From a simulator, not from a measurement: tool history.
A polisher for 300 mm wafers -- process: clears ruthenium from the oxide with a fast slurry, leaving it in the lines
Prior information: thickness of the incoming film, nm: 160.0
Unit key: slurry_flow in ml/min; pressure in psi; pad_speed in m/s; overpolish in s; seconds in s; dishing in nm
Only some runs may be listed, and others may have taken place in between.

run,hour,slurry_flow,pressure,pad_speed,slurry_solids,overpolish,seconds,dishing
1,0.0,155,3.4,1.22,1.0,16,23.528,83.708
2,5.4,155,3.6,1.22,1.0,18,22.762,96.819
3,9.0,155,3.8,1.22,1.0,19,21.558,104.060
4,17.2,155,3.5,1.22,1.0,19,23.235,95.804
5,23.3,155,3.2,1.22,1.0,19,25.016,92.918
6,24.3,155,3.5,1.22,1.0,20,23.447,101.810
7,30.8,155,3.7,1.22,1.0,20,21.946,101.090
8,37.7,155,3.8,1.24,1.0,21,20.709,110.520

What does the tool deliver on the next run?
9,40.4,155,3.8,1.24,1.0,21,?,?

Run 9 came out at seconds 21.136 s, dishing 111.560 nm.

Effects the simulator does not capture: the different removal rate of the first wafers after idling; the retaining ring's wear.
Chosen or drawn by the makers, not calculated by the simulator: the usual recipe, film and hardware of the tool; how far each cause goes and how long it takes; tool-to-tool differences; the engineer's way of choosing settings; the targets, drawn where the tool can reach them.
